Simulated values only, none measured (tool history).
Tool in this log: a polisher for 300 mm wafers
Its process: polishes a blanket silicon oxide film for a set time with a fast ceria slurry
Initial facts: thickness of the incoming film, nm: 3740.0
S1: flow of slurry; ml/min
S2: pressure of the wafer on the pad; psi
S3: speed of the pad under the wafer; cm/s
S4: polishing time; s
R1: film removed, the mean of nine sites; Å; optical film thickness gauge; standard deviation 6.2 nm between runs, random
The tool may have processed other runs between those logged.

run  hour   S1   S2   S3  S4      R1
  1     0  320  3.1  122  41  8725.5
  2   2.2  320  2.8  122  41  8122.9
  3   6.3  320  2.5  120  41  6839.6
  4   7.3  320    2  120  41  5576.1
  5  15.5  320    2  138  41  6374.8
  6  22.6  385    2  138  41  6448.9
  7  28.7  385  1.9  138  41  6046.6

What will run 8 give?
  8  37.4  385  1.8  138  41   ?

Run 8 produced R1 5745.1 Å.
